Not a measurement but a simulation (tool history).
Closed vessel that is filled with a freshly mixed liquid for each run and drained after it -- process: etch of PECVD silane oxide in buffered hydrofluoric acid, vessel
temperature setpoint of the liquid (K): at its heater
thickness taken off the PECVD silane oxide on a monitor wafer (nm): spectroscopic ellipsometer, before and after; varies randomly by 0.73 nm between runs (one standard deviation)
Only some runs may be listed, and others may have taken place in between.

run    day  temperature setpoint of the liquid (K)  parts of 40 % ammonium fluoride to one part of 49 % hydrofluoric acid (parts by volume)  time in the liquid (s)  thickness taken off the PECVD silane oxide on a monitor wafer (nm)
  1      0                                  298.15                                                                                     23.5                      30                                                               44.18
  2  0.262                                  299.65                                                                                       21                      30                                                              51.375
  3  0.483                                  301.15                                                                                       19                      30                                                              60.778
  4  0.742                                  301.15                                                                                       25                      30                                                               49.15
  5  0.838                                  304.15                                                                                       25                      30                                                              57.792
  6  1.162                                  304.15                                                                                     22.5                      30                                                              63.446
  7  1.275                                  304.15                                                                                       21                      30                                                              66.281

Run 8 has not been measured yet. What should we expect?
  8  1.396                                  305.15                                                                                     13.5                      30                                                                   ?

{"run 8": {"thickness taken off the PECVD silane oxide on a monitor wafer (nm)": 104.96}}

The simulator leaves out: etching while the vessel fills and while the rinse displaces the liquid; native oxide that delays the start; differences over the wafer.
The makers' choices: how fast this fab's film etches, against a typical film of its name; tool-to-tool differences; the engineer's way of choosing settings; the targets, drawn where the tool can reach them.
